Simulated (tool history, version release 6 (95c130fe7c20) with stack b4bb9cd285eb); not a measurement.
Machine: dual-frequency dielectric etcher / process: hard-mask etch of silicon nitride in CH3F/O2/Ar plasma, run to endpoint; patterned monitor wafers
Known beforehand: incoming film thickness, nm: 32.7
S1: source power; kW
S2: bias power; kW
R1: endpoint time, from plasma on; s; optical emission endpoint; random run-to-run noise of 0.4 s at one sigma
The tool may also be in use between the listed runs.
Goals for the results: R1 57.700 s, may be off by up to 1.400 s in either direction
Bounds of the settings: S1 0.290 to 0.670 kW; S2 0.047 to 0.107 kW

| run | hour | S1 | S2 | R1 |
|---|---|---|---|---|
| 1 | 0.0 | 0.480 | 0.077 | 47.923 |
| 2 | 8.5 | 0.480 | 0.069 | 49.438 |
| 3 | 11.1 | 0.540 | 0.069 | 47.143 |
| 4 | 15.6 | 0.540 | 0.064 | 48.793 |
| 5 | 21.1 | 0.490 | 0.062 | 50.889 |
| 6 | 22.5 | 0.570 | 0.062 | 47.827 |
| 7 | 24.7 | 0.510 | 0.059 | 50.762 |
| 8 | 28.2 | 0.470 | 0.057 | 53.153 |
| 9 | 34.8 | 0.450 | 0.056 | 54.149 |
| 10 | 36.3 | 0.430 | 0.055 | 55.550 |

5 next moves are on the table. One of them brings every result within its allowed miss. Which?
| A | 37.8 | 0.470 | 0.053 | ? |
| B | 37.8 | 0.420 | 0.061 | ? |
| C | 37.8 | 0.410 | 0.063 | ? |
| D | 37.8 | 0.470 | 0.055 | ? |
| E | 37.8 | 0.430 | 0.049 | ? |

| move | R1 |
|---|---|
| A | 54.557 |
| B | 54.073 |
| C | 53.910 |
| D | 53.859 |
| E | 57.907 |
A: misses by more than the last run did
B: misses by more than the last run did
C: misses by more than the last run did
D: misses by more than the last run did
E: each result inside its tolerance
Answer: E

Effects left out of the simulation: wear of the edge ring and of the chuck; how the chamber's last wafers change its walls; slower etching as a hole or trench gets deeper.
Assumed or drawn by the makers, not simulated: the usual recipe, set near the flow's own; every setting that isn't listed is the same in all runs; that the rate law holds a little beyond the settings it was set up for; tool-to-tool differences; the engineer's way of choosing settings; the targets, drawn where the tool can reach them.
